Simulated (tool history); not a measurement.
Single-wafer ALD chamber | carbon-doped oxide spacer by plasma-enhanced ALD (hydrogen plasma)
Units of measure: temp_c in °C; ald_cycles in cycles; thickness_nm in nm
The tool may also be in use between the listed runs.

run    day  temp_c  ald_cycles  thickness_nm
  1  0.000     385         181        8.8564
  2  0.246     385         162        7.9398
  3  0.342     381         162        7.9196
  4  0.529     391         162        7.8923
  5  0.850     381         162        7.9359
  6  0.988     381         148        7.2277

Forecast run 7:
  7  1.267     381         144             ?

thickness_nm: 7.0506 nm
